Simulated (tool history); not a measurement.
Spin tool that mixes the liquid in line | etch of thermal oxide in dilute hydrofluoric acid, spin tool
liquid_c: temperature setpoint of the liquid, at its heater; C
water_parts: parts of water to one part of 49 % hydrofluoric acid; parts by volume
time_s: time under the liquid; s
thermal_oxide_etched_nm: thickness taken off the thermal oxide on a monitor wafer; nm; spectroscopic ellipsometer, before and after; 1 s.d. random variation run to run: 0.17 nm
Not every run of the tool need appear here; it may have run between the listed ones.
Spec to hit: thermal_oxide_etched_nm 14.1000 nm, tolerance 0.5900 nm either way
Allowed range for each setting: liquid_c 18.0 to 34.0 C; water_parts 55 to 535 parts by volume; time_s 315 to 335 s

Run 1, hour 0.0: liquid_c 26.0 C, water_parts 295 parts by volume, time_s 315 s. Result: thermal_oxide_etched_nm 4.8531 nm.
Run 2, hour 2.5: liquid_c 26.5 C, water_parts 275 parts by volume, time_s 315 s. Result: thermal_oxide_etched_nm 5.3890 nm.
Run 3, hour 3.8: liquid_c 30.0 C, water_parts 275 parts by volume, time_s 315 s. Result: thermal_oxide_etched_nm 6.0735 nm.
Run 4, hour 12.3: liquid_c 32.5 C, water_parts 275 parts by volume, time_s 315 s. Result: thermal_oxide_etched_nm 6.6030 nm.
Run 5, hour 13.7: liquid_c 32.5 C, water_parts 255 parts by volume, time_s 315 s. Result: thermal_oxide_etched_nm 7.2978 nm.
Run 6, hour 17.9: liquid_c 32.5 C, water_parts 240 parts by volume, time_s 315 s. Result: thermal_oxide_etched_nm 7.8321 nm.
Run 7, hour 26.6: liquid_c 32.5 C, water_parts 225 parts by volume, time_s 315 s. Result: thermal_oxide_etched_nm 8.7338 nm.
Run 8, hour 29.5: liquid_c 34.0 C, water_parts 120 parts by volume, time_s 315 s. Result: thermal_oxide_etched_nm 19.6610 nm.
Run 9, hour 36.1: liquid_c 33.0 C, water_parts 120 parts by volume, time_s 315 s. Result: thermal_oxide_etched_nm 19.0010 nm.
Run 10, hour 40.1: liquid_c 32.0 C, water_parts 120 parts by volume, time_s 315 s. Result: thermal_oxide_etched_nm 18.0170 nm.
Run 11, hour 45.6: liquid_c 31.5 C, water_parts 120 parts by volume, time_s 315 s. Result: thermal_oxide_etched_nm 17.8390 nm.
Run 12, hour 48.1: liquid_c 31.0 C, water_parts 120 parts by volume, time_s 315 s. Result: thermal_oxide_etched_nm 18.1090 nm.
Run 13, hour 51.9: liquid_c 30.5 C, water_parts 120 parts by volume, time_s 315 s. Result: thermal_oxide_etched_nm 17.4270 nm.

Next run, 4 choices. One meets every target within its allowed miss, the rest don't. Which?
Run A, hour 55.7: liquid_c 32.5 C, water_parts 155 parts by volume, time_s 320 s. Result: thermal_oxide_etched_nm ?.
Run B, hour 55.7: liquid_c 30.5 C, water_parts 110 parts by volume, time_s 315 s. Result: thermal_oxide_etched_nm ?.
Run C, hour 55.7: liquid_c 29.5 C, water_parts 160 parts by volume, time_s 325 s. Result: thermal_oxide_etched_nm ?.
Run D, hour 55.7: liquid_c 31.0 C, water_parts 100 parts by volume, time_s 325 s. Result: thermal_oxide_etched_nm ?.

move  thermal_oxide_etched_nm
   A                  14.0900
   B                  19.3620
   C                  12.3850
   D                  22.7080
A: hits every target within its allowed miss
B: further off than the last run
C: carries the result that was furthest off beyond its target, to the other side
D: further off than the last run
A meets every target.
